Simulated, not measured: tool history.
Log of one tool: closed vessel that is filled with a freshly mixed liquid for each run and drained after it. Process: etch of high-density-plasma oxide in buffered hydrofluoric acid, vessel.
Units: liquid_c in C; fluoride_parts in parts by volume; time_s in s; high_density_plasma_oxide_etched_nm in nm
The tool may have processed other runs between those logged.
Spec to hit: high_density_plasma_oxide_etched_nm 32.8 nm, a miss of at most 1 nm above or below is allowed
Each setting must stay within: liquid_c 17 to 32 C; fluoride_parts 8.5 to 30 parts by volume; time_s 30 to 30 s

run	hour	liquid_c	fluoride_parts	time_s	high_density_plasma_oxide_etched_nm
1	0	24	23.5	30	17.073
2	5.9	22.5	23.5	30	15.657
3	9.9	19.5	23.5	30	13.15
4	11	23	21.5	30	17.118
5	18.3	20	21.5	30	14.402
6	19.3	23	20	30	17.417
7	24.5	27	12.5	30	35.152
8	30.5	26.5	12.5	30	33.936

Exercise: of the 5 proposed moves below, exactly one satisfies all targets within the stated allowed misses. Which move is it?
A	36.5	25	12	30	?
B	36.5	25.5	11.5	30	?
C	36.5	26	13.5	30	?
D	36.5	27	12	30	?
E	36.5	25	13	30	?

move	high_density_plasma_oxide_etched_nm
A	32.703
B	35.025
C	30.761
D	36.422
E	30.24
A: in spec on every target
B: further off than the last run
C: moves the result that the last run missed by most past its target, out the other side
D: further off than the last run
E: moves the result that the last run missed by most past its target, out the other side
A meets every target.

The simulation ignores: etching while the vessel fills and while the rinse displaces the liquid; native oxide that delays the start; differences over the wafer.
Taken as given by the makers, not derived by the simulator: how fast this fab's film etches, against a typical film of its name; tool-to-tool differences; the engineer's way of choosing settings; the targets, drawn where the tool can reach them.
